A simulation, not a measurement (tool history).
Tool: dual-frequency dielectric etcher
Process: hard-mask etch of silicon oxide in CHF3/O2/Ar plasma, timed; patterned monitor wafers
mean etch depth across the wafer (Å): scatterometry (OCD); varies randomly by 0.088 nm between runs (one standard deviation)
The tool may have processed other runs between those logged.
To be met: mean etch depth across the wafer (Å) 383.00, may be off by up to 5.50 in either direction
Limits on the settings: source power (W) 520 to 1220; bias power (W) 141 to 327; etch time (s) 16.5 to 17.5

run,hour,source power (W),bias power (W),etch time (s),mean etch depth across the wafer (Å)
1,0.0,870,234,17.5,453.77
2,3.8,870,261,17.5,468.80
3,11.7,870,261,16.5,442.01
4,14.6,870,261,17.5,471.00
5,16.8,800,251,17.5,447.78
6,22.2,740,244,17.5,433.07
7,29.5,690,238,17.5,420.98
8,36.6,650,233,17.5,406.44

Exactly one of the 5 candidate moves below puts every result within its allowed miss. Which one?
A,43.7,800,177,17.0,?
B,43.7,550,291,17.0,?
C,43.7,610,220,17.0,?
D,43.7,550,196,17.5,?
E,43.7,630,236,17.0,?

move,mean etch depth across the wafer (Å)
A,395.64
B,399.31
C,380.55
D,365.04
E,393.06
A: closes in on the targets versus the last run, not all within tolerance yet
B: closes in on the targets versus the last run, not all within tolerance yet
C: each result inside its tolerance
D: pushes the last run's worst result past its target
E: closes in on the targets versus the last run, not all within tolerance yet
C is the move that brings every result within its allowed miss.

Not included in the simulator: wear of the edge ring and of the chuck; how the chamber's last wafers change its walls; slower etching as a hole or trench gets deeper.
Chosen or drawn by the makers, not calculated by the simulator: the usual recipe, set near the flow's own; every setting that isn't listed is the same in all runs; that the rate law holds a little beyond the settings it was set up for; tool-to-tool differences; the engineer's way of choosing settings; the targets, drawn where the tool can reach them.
